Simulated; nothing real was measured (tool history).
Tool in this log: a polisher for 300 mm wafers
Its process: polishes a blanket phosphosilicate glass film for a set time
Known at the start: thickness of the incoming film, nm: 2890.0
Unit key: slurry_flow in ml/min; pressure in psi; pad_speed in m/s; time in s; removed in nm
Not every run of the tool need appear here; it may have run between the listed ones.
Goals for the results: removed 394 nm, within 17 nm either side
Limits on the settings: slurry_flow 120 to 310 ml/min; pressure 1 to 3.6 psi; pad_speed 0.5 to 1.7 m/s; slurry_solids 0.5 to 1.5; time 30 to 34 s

{"run": 1, "hour": 0.0, "slurry_flow": 200, "pressure": 2.3, "pad_speed": 1.1, "slurry_solids": 1, "time": 34, "removed": 235.33}
{"run": 2, "hour": 6.1, "slurry_flow": 200, "pressure": 2.6, "pad_speed": 1.12, "slurry_solids": 1, "time": 34, "removed": 259.96}
{"run": 3, "hour": 13.4, "slurry_flow": 200, "pressure": 2.1, "pad_speed": 1.12, "slurry_solids": 1, "time": 34, "removed": 221.63}
{"run": 4, "hour": 19.8, "slurry_flow": 200, "pressure": 2.1, "pad_speed": 1.12, "slurry_solids": 1, "time": 34, "removed": 223.53}
{"run": 5, "hour": 22.9, "slurry_flow": 200, "pressure": 2.1, "pad_speed": 1.12, "slurry_solids": 1, "time": 30, "removed": 196.78}
{"run": 6, "hour": 31.6, "slurry_flow": 200, "pressure": 2.1, "pad_speed": 0.98, "slurry_solids": 1, "time": 30, "removed": 177.55}
{"run": 7, "hour": 37.3, "slurry_flow": 200, "pressure": 2.5, "pad_speed": 1.06, "slurry_solids": 1, "time": 30, "removed": 214.88}
{"hour": 45.5, "done": "worn pad replaced by a new one"}
{"run": 8, "hour": 45.5, "slurry_flow": 205, "pressure": 3.1, "pad_speed": 1.36, "slurry_solids": 1.05, "time": 30, "removed": 341.59}

Pick the move, out of 5, that brings all results within their allowed miss; only one does.
{"run": "A", "hour": 53.7, "slurry_flow": 215, "pressure": 3.1, "pad_speed": 1.46, "slurry_solids": 1.05, "time": 33, "removed": "?"}
{"run": "B", "hour": 53.7, "slurry_flow": 190, "pressure": 3.2, "pad_speed": 1.64, "slurry_solids": 1.15, "time": 32, "removed": "?"}
{"run": "C", "hour": 53.7, "slurry_flow": 180, "pressure": 3.2, "pad_speed": 1.52, "slurry_solids": 1.05, "time": 34, "removed": "?"}
{"run": "D", "hour": 53.7, "slurry_flow": 220, "pressure": 3.2, "pad_speed": 1.42, "slurry_solids": 1.1, "time": 34, "removed": "?"}
{"run": "E", "hour": 53.7, "slurry_flow": 225, "pressure": 2.5, "pad_speed": 1.32, "slurry_solids": 0.95, "time": 31, "removed": "?"}

move=A removed=403.67
move=B removed=448.75
move=C removed=428.41
move=D removed=426.79
move=E removed=286.77
A: hits every target within its allowed miss
B: the result that was furthest off in the last run now lies on the other side of its target
C: the result that was furthest off in the last run now lies on the other side of its target
D: the result that was furthest off in the last run now lies on the other side of its target
E: the biggest miss grows against the last run
So the answer is move A, the one that meets all the targets.

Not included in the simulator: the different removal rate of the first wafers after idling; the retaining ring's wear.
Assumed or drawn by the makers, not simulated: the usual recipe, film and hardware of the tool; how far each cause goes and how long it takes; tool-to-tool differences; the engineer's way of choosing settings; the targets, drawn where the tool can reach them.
